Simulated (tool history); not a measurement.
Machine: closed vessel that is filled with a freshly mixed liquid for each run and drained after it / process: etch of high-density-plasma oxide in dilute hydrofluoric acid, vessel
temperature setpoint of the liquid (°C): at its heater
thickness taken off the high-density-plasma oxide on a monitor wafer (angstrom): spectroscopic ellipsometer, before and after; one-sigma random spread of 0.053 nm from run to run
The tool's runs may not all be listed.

| run | hour | temperature setpoint of the liquid (°C) | parts of water to one part of 49 % hydrofluoric acid (parts by volume) | time in the liquid (s) | thickness taken off the high-density-plasma oxide on a monitor wafer (angstrom) |
|---|---|---|---|---|---|
| 1 | 0.0 | 23.0 | 165 | 430 | 107.270 |
| 2 | 1.1 | 26.5 | 165 | 430 | 122.510 |
| 3 | 9.5 | 26.5 | 165 | 430 | 121.250 |
| 4 | 14.8 | 23.5 | 190 | 430 | 92.216 |
| 5 | 23.3 | 21.5 | 205 | 430 | 77.446 |
| 6 | 30.3 | 21.5 | 205 | 465 | 84.908 |

Forecast run 7:
| 7 | 34.9 | 20.0 | 220 | 465 | ? |

Logged for run 7: thickness taken off the high-density-plasma oxide on a monitor wafer (angstrom) 74.025.

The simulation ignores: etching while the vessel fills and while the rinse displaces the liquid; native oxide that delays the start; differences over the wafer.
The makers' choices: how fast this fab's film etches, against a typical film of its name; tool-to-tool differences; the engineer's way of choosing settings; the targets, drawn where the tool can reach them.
